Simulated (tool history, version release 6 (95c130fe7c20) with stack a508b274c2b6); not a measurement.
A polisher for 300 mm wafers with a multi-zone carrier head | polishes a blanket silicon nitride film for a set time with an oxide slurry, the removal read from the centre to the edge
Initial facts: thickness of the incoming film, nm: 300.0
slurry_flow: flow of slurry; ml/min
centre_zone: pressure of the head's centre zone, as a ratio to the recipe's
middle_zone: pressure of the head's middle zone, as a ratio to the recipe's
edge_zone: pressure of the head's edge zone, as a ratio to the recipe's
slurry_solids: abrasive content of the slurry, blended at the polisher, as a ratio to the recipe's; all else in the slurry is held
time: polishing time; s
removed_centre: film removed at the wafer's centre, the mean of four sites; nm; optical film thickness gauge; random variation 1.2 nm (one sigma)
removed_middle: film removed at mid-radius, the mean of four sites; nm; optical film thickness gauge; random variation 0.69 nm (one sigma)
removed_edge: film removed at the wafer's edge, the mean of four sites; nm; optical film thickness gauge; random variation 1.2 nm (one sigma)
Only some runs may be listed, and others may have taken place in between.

run  hour  slurry_flow  centre_zone  middle_zone  edge_zone  slurry_solids  time  removed_centre  removed_middle  removed_edge
  1   0.0          130         1.00         1.00       1.00            1.0    87          68.251          68.388        67.835
  2   1.4          130         1.00         1.00       1.00            1.0   102          81.153          79.936        80.533
  3   6.1          135         1.01         1.00       1.02            1.0   102          81.266          79.407        81.072
  4  11.5          135         1.01         0.94       1.02            1.0   102          79.620          78.243        79.650
  5  14.9          140         1.03         0.96       1.05            1.0   102          85.255          79.132        82.747
  6  16.7          145         1.03         0.97       1.07            1.0   102          85.306          79.922        83.942
  7  25.3          150         1.03         0.98       1.09            1.0   102          85.895          81.415        85.779

What will run 8 give?
  8  26.1          155         1.04         0.99       1.10            1.0   102               ?               ?             ?

Run 8 measured removed_centre 86.494 nm, removed_middle 81.153 nm, removed_edge 84.520 nm.

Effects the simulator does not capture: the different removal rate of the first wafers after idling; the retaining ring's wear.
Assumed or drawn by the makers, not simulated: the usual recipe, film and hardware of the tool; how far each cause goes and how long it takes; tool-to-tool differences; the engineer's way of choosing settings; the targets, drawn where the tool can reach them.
